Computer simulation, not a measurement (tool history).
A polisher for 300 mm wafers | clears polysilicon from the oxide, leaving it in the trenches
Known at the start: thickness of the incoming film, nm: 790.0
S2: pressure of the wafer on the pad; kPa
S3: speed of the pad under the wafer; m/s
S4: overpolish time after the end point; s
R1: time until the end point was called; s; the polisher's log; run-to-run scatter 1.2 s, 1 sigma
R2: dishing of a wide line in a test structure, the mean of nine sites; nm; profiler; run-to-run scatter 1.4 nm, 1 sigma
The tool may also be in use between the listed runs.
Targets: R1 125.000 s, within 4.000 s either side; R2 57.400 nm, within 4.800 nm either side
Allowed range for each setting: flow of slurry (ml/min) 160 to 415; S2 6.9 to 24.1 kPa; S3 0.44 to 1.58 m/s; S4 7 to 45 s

Run 1, day 0.000: flow of slurry (ml/min) 265, S2 15.2 kPa, S3 1.00 m/s, S4 23 s. Result: R1 67.517 s, R2 60.412 nm.
Run 2, day 0.096: flow of slurry (ml/min) 265, S2 17.9 kPa, S3 1.00 m/s, S4 23 s. Result: R1 57.438 s, R2 60.078 nm.
Run 3, day 0.275: flow of slurry (ml/min) 265, S2 17.9 kPa, S3 0.86 m/s, S4 23 s. Result: R1 63.567 s, R2 61.640 nm.
Run 4, day 0.350: flow of slurry (ml/min) 260, S2 14.5 kPa, S3 0.86 m/s, S4 19 s. Result: R1 76.684 s, R2 59.587 nm.
Run 5, day 0.546: flow of slurry (ml/min) 260, S2 11.7 kPa, S3 0.84 m/s, S4 18 s. Result: R1 97.220 s, R2 55.210 nm.
Run 6, day 0.738: flow of slurry (ml/min) 260, S2 11.7 kPa, S3 0.84 m/s, S4 26 s. Result: R1 96.753 s, R2 58.597 nm.
Run 7, day 0.775: flow of slurry (ml/min) 260, S2 10.3 kPa, S3 0.84 m/s, S4 27 s. Result: R1 109.740 s, R2 56.445 nm.
Run 8, day 0.967: flow of slurry (ml/min) 260, S2 9.7 kPa, S3 0.84 m/s, S4 30 s. Result: R1 117.960 s, R2 55.181 nm.

Exercise: of the 5 proposed moves below, exactly one satisfies all targets within the stated allowed misses. Which move is it?
Run A, day 1.158: flow of slurry (ml/min) 275, S2 11.7 kPa, S3 0.66 m/s, S4 29 s. Result: R1 ?, R2 ?.
Run B, day 1.158: flow of slurry (ml/min) 245, S2 13.1 kPa, S3 0.54 m/s, S4 34 s. Result: R1 ?, R2 ?.
Run C, day 1.158: flow of slurry (ml/min) 275, S2 8.3 kPa, S3 1.06 m/s, S4 28 s. Result: R1 ?, R2 ?.
Run D, day 1.158: flow of slurry (ml/min) 275, S2 6.9 kPa, S3 1.20 m/s, S4 29 s. Result: R1 ?, R2 ?.
Run E, day 1.158: flow of slurry (ml/min) 290, S2 9.0 kPa, S3 0.98 m/s, S4 29 s. Result: R1 ?, R2 ?.

move       R1      R2
   A  112.540  58.684
   B  113.580  59.609
   C  117.150  58.079
   D  127.750  57.606
   E  113.930  58.592
A: further off than the last run
B: further off than the last run
C: further off than the last run
D: each result inside its tolerance
E: further off than the last run
Go with D: it meets all targets.
